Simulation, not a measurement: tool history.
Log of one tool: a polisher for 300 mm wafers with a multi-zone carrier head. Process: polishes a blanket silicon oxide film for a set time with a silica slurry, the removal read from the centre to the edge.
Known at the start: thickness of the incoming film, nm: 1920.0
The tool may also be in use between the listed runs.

run,hour,flow of slurry (ml/min),pressure of the head's centre zone,pressure of the head's middle zone,pressure of the head's edge zone,abrasive content of the slurry,polishing time (s),film removed at the wafer's centre (nm),film removed at mid-radius (nm),film removed at the wafer's edge (nm)
1,0,285,1,1,1,1,64,273.24,266.65,273.94
2,2.8,285,1,0.92,1,1,64,270.52,253.12,275.1
3,9.5,285,1.01,0.91,1.03,1.1,65,283.68,266.2,298.03
4,18.4,285,1.01,0.82,1.03,1.1,65,291.51,237.56,292.07
5,18.9,285,1.01,0.82,0.98,1.1,65,290.23,245.61,282.27
6,21.4,285,1.01,0.82,0.98,1.2,65,302.67,253.52,295.31
7,22.3,290,1.03,0.85,1.01,1.25,65,308.8,261.86,305.62
8,27.8,290,1.03,0.85,1.01,1.25,65,309.21,262.28,304.31
9,36,290,1.04,0.86,1.03,1.3,66,317.19,273,315.03

Run 10 comes next. What will it give?
10,39.2,295,1.05,0.86,1.05,1.35,67,?,?,?

Run 10 gave film removed at the wafer's centre (nm) 334.31, film removed at mid-radius (nm) 280.11, film removed at the wafer's edge (nm) 331.58.

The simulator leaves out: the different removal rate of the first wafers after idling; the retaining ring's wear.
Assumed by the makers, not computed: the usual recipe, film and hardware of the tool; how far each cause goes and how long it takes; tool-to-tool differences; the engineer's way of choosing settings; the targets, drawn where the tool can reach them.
